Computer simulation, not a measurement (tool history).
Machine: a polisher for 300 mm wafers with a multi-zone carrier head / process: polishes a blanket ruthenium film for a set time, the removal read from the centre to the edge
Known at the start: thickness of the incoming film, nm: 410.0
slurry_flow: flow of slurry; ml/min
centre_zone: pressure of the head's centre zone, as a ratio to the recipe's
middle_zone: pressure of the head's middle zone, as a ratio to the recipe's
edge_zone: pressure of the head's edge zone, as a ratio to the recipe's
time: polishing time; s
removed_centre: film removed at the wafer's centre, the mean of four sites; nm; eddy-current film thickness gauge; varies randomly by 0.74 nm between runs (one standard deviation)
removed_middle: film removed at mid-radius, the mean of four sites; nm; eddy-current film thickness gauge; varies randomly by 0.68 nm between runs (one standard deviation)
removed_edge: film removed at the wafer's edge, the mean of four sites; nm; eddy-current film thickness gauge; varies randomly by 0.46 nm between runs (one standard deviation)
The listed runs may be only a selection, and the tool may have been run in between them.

Run 1, hour 0: slurry_flow 215 ml/min, centre_zone 1, middle_zone 1, edge_zone 1, time 83 s. Result: removed_centre 57.737 nm, removed_middle 59.308 nm, removed_edge 60.086 nm.
Run 2, hour 4.1: slurry_flow 165 ml/min, centre_zone 1, middle_zone 1, edge_zone 1, time 83 s. Result: removed_centre 53.69 nm, removed_middle 55.1 nm, removed_edge 57.031 nm.
Run 3, hour 8: slurry_flow 185 ml/min, centre_zone 0.99, middle_zone 0.98, edge_zone 1.04, time 84 s. Result: removed_centre 56.707 nm, removed_middle 56.613 nm, removed_edge 60.12 nm.
Run 4, hour 13.1: slurry_flow 200 ml/min, centre_zone 0.96, middle_zone 0.96, edge_zone 1.07, time 85 s. Result: removed_centre 56.034 nm, removed_middle 56.615 nm, removed_edge 61.977 nm.
Run 5, hour 16.5: slurry_flow 220 ml/min, centre_zone 0.96, middle_zone 0.96, edge_zone 1.07, time 85 s. Result: removed_centre 56.514 nm, removed_middle 58.161 nm, removed_edge 62.648 nm.
Run 6, hour 18.3: slurry_flow 230 ml/min, centre_zone 0.95, middle_zone 0.94, edge_zone 1.1, time 86 s. Result: removed_centre 58.175 nm, removed_middle 58.689 nm, removed_edge 64.525 nm.
Run 7, hour 20: slurry_flow 235 ml/min, centre_zone 0.94, middle_zone 0.92, edge_zone 1.12, time 87 s. Result: removed_centre 57.649 nm, removed_middle 56.976 nm, removed_edge 66.301 nm.
Run 8, hour 25.9: slurry_flow 245 ml/min, centre_zone 0.94, middle_zone 0.92, edge_zone 1.13, time 87 s. Result: removed_centre 57.797 nm, removed_middle 59.811 nm, removed_edge 67.33 nm.

For run 9, what comes out?
Run 9, hour 34.5: slurry_flow 250 ml/min, centre_zone 0.94, middle_zone 0.91, edge_zone 1.14, time 87 s. Result: removed_centre ?, removed_middle ?, removed_edge ?.

{"run 9": {"removed_centre": 57.381, "removed_middle": 57.906, "removed_edge": 67.606}}

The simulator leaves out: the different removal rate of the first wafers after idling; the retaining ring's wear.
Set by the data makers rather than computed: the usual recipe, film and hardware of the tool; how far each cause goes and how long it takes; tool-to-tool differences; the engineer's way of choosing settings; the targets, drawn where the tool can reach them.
